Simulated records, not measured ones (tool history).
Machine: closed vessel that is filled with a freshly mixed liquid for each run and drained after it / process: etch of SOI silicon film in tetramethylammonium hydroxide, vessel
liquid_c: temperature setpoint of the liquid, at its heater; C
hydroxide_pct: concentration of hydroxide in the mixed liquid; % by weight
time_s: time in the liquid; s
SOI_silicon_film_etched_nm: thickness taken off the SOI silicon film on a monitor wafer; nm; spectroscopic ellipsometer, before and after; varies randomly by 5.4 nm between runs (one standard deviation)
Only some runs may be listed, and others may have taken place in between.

| run | hour | liquid_c | hydroxide_pct | time_s | SOI_silicon_film_etched_nm |
|---|---|---|---|---|---|
| 1 | 0.0 | 75.0 | 10.5 | 100 | 911.06 |
| 2 | 4.3 | 74.0 | 10.5 | 100 | 877.81 |
| 3 | 8.4 | 73.0 | 10.5 | 100 | 820.88 |
| 4 | 14.3 | 72.5 | 10.5 | 100 | 786.28 |
| 5 | 18.2 | 72.5 | 10.5 | 105 | 814.35 |
| 6 | 19.6 | 72.5 | 10.5 | 100 | 795.35 |
| 7 | 26.5 | 72.0 | 10.5 | 100 | 767.09 |
| 8 | 30.5 | 71.5 | 10.5 | 100 | 753.61 |
| 9 | 35.4 | 71.0 | 10.5 | 100 | 723.80 |

Predict the results of run 10:
| 10 | 42.6 | 70.5 | 10.5 | 100 | ? |

{"run 10": {"SOI_silicon_film_etched_nm": 698.27}}
